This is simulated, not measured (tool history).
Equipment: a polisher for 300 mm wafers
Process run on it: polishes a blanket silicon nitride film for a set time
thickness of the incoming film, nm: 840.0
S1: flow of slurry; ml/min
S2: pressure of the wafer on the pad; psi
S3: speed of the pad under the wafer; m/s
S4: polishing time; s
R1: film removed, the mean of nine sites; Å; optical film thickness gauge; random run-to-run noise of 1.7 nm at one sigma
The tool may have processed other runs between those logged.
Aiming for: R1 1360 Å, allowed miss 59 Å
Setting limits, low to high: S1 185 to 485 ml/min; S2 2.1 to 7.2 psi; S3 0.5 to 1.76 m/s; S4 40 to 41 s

run  hour   S1   S2    S3  S4      R1
  1     0  310  4.6  1.12  40  913.72
  2   0.7  310  5.1  1.12  40  1032.1
  3   2.3  310  5.1  1.12  40  1029.2
  4   9.5  310  5.4  1.12  40  1073.7
  5  15.5  310  5.4  1.12  40    1068
  6  16.6  310  5.7  1.12  40  1146.4
  7  19.6  310  5.9  1.12  40  1157.4
  8  22.7  310  6.1  1.12  40  1223.4

Which one of the following 5 next-run settings gets every result inside its allowed miss? There is exactly one.
  A  25.8  265  7.2   1.2  41   ?
  B  25.8  445  5.7  1.08  40   ?
  C  25.8  340  6.8  1.28  41   ?
  D  25.8  225    7   1.1  41   ?
  E  25.8  265  6.2  1.02  40   ?

move      R1
   A  1490.7
   B  1112.6
   C  1521.7
   D  1324.6
   E  1103.1
A: takes the result that was furthest off past its target
B: further off than the last run
C: takes the result that was furthest off past its target
D: meets every target
E: further off than the last run
So the answer is move D, the one that meets all the targets.
